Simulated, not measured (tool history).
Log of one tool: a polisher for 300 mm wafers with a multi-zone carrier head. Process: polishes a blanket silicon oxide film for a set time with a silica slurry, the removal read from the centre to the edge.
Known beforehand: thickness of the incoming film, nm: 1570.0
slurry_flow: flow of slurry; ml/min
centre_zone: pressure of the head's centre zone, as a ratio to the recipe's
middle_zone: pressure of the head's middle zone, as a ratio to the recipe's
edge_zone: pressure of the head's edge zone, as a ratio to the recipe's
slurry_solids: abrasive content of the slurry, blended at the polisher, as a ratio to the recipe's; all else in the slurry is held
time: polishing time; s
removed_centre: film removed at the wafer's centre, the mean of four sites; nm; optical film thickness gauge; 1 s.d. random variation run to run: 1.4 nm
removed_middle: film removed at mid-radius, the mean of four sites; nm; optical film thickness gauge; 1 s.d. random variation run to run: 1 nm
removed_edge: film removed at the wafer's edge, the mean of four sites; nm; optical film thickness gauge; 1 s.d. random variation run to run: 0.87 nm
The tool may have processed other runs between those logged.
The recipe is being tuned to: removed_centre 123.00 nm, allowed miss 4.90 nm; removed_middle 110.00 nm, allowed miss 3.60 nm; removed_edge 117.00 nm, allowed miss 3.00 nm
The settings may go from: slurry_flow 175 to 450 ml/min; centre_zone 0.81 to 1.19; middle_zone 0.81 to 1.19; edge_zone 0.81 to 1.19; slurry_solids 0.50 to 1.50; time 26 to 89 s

run	hour	slurry_flow	centre_zone	middle_zone	edge_zone	slurry_solids	time	removed_centre	removed_middle	removed_edge
1	0.0	290	1.00	1.00	1.00	1.00	57	154.55	156.20	161.77
2	6.2	290	1.01	0.97	0.96	0.85	57	145.83	144.28	146.34
3	6.9	320	1.01	0.97	0.96	0.85	57	147.29	146.45	146.24
4	13.5	270	1.01	0.97	0.96	0.85	57	142.62	142.29	143.79
5	21.2	270	1.01	0.97	1.03	0.85	57	144.94	141.70	147.05
6	29.4	260	1.01	0.93	1.01	0.75	57	136.20	128.90	139.88
7	32.0	255	1.02	0.92	0.98	0.70	57	130.70	125.06	131.96
8	32.9	255	1.02	0.92	0.98	0.70	57	130.52	126.04	134.97
9	36.8	260	1.05	0.90	0.96	0.65	57	132.49	121.46	127.38
10	41.5	250	1.05	0.88	0.94	0.65	57	130.31	118.66	127.07
11	49.3	245	1.05	0.87	0.92	0.65	57	128.13	118.35	124.93
12	52.7	240	1.06	0.85	0.91	0.65	57	128.66	114.49	124.02

Below are 5 possible settings for the next run. Only one of them brings all results inside the allowed miss of their targets. Which is it?
A	56.1	200	1.16	0.89	0.92	0.75	53	?	?	?
B	56.1	220	1.12	0.81	0.88	0.55	62	?	?	?
C	56.1	255	0.97	0.81	1.01	0.75	52	?	?	?
D	56.1	215	1.07	0.92	0.84	0.50	64	?	?	?
E	56.1	280	1.05	0.86	0.91	0.80	48	?	?	?

move	removed_centre	removed_middle	removed_edge
A	138.85	116.49	120.42
B	137.13	113.39	119.93
C	119.58	113.19	126.99
D	128.52	118.36	114.97
E	124.25	112.14	115.93
A: lands further from the targets than the last run did
B: meets the target for the result that was furthest off, but another lies outside its allowed miss
C: lands further from the targets than the last run did
D: meets the target for the result that was furthest off, but another lies outside its allowed miss
E: in spec on every target
Answer: E

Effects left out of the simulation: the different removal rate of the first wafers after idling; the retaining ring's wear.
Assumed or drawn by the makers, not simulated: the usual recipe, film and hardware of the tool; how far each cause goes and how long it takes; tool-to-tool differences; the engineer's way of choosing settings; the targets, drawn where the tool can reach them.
